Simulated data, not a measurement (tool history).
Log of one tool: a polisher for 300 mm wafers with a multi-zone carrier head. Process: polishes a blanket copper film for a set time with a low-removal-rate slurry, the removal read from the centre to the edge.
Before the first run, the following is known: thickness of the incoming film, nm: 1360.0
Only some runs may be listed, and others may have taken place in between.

| run | hour | flow of slurry (ml/min) | pressure of the head's centre zone | pressure of the head's middle zone | pressure of the head's edge zone | abrasive content of the slurry | polishing time (s) | film removed at the wafer's centre (Å) | film removed at mid-radius (Å) | film removed at the wafer's edge (Å) |
|---|---|---|---|---|---|---|---|---|---|---|
| 1 | 0 | 270 | 1 | 1 | 1 | 1 | 62 | 1935.6 | 1918.8 | 1831.5 |
| 2 | 4.6 | 270 | 1 | 1 | 0.97 | 1 | 62 | 1914.1 | 1935.9 | 1830.2 |
| 3 | 8.1 | 260 | 0.97 | 0.96 | 0.97 | 0.85 | 59 | 1729.7 | 1736.2 | 1700.2 |
| 4 | 16.3 | 260 | 0.97 | 0.96 | 0.97 | 0.85 | 66 | 1923.5 | 1892.9 | 1876.7 |
| 5 | 20.3 | 260 | 0.97 | 0.96 | 0.97 | 0.7 | 66 | 1833 | 1809.8 | 1797.5 |
|  | 24.2 | worn pad replaced by a new one |
| 6 | 24.2 | 260 | 0.97 | 0.96 | 0.97 | 0.85 | 66 | 2022.1 | 2012.5 | 2006.8 |
| 7 | 32 | 250 | 0.96 | 0.95 | 1.02 | 0.75 | 63 | 1839.2 | 1852.8 | 1871.1 |
| 8 | 34.1 | 250 | 0.94 | 0.91 | 0.98 | 0.7 | 60 | 1745.1 | 1673.8 | 1787.9 |
| 9 | 41 | 250 | 0.92 | 0.9 | 0.95 | 0.65 | 57 | 1597 | 1564.9 | 1575.6 |

What will run 10 give?
| 10 | 47.6 | 245 | 0.9 | 0.88 | 0.96 | 0.6 | 54 | ? | ? | ? |

Run 10 produced film removed at the wafer's centre (Å) 1449.7, film removed at mid-radius (Å) 1414.8, film removed at the wafer's edge (Å) 1529.3.
